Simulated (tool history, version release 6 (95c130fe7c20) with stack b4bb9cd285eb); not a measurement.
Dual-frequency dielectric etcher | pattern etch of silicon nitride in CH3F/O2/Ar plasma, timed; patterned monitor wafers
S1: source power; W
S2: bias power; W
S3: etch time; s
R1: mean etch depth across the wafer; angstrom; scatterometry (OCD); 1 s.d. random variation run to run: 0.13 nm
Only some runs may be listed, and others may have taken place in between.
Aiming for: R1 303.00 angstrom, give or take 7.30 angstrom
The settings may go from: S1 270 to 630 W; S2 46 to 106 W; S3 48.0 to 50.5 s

run  hour   S1  S2    S3      R1
  1   0.0  450  76  48.0  334.64
  2   4.4  450  82  48.0  344.67
  3   9.1  430  81  48.0  335.26
  4  15.3  430  81  50.5  354.76
  5  20.9  430  93  50.5  366.63
  6  27.2  410  91  50.5  358.10
  7  31.7  390  90  50.5  354.79
  8  33.4  380  88  50.0  346.97
  9  34.8  370  86  49.5  340.90
 10  41.8  360  84  49.5  333.25
 11  44.0  350  83  49.5  328.85
 12  46.2  340  82  49.5  327.13
 13  54.2  330  81  49.5  320.68
 14  61.9  320  80  49.5  319.19
 15  63.4  320  79  49.5  316.68

4 next moves are on the table. One of them brings every result within its allowed miss. Which?
  A  64.9  340   82  49.0   ?
  B  64.9  410   68  50.5   ?
  C  64.9  300   79  48.5   ?
  D  64.9  330  105  48.0   ?

move      R1
   A  320.78
   B  332.04
   C  303.21
   D  335.31
A: moves away from the targets compared with the last run
B: moves away from the targets compared with the last run
C: all results in spec
D: moves away from the targets compared with the last run
C is the move that brings every result within its allowed miss.

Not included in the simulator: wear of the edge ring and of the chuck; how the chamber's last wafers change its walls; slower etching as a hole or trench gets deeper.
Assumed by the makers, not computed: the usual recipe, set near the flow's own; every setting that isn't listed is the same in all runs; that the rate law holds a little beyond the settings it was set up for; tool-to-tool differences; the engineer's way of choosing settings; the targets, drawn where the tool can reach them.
